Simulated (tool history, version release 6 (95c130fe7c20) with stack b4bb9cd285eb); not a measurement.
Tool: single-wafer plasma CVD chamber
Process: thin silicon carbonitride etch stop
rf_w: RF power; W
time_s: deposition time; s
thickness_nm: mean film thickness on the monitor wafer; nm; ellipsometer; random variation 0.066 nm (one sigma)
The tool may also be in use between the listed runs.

run  hour  rf_w  time_s  thickness_nm
  1   0.0   270    19.4        11.796
  2   1.1   280    20.4        12.561
  3   4.8   280    18.9        11.588
  4  11.6   280    21.3        13.039
  5  19.4   245    21.3        12.252
     24.9  -- thermocouple changed; heater temperature recalibrated
  6  24.9   265    21.6        12.906
  7  32.8   280    21.9        13.408

Forecast run 8:
  8  37.0   290    22.1             ?

{"run 8": {"thickness_nm": 13.78}}
